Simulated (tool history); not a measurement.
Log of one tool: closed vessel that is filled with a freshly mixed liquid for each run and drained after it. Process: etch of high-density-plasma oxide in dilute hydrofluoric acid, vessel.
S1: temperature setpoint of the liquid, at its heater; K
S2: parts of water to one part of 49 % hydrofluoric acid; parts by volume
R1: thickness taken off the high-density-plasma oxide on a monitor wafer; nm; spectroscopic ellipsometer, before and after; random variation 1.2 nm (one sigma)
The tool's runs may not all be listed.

{"run": 1, "day": 0.0, "S1": 297.15, "S2": 85, "time in the liquid (s)": 865, "R1": 77.994}
{"run": 2, "day": 0.267, "S1": 299.65, "S2": 65, "time in the liquid (s)": 880, "R1": 118.38}
{"run": 3, "day": 0.396, "S1": 299.65, "S2": 65, "time in the liquid (s)": 865, "R1": 115.09}
{"run": 4, "day": 0.45, "S1": 301.15, "S2": 50, "time in the liquid (s)": 865, "R1": 164.34}
{"run": 5, "day": 0.562, "S1": 302.65, "S2": 45, "time in the liquid (s)": 865, "R1": 194.49}
{"run": 6, "day": 0.675, "S1": 305.15, "S2": 45, "time in the liquid (s)": 865, "R1": 214.59}
{"run": 7, "day": 1.012, "S1": 305.15, "S2": 40, "time in the liquid (s)": 865, "R1": 243.51}

Forecast run 8:
{"run": 8, "day": 1.242, "S1": 305.15, "S2": 35, "time in the liquid (s)": 865, "R1": "?"}

{"run 8": {"R1": 280.67}}

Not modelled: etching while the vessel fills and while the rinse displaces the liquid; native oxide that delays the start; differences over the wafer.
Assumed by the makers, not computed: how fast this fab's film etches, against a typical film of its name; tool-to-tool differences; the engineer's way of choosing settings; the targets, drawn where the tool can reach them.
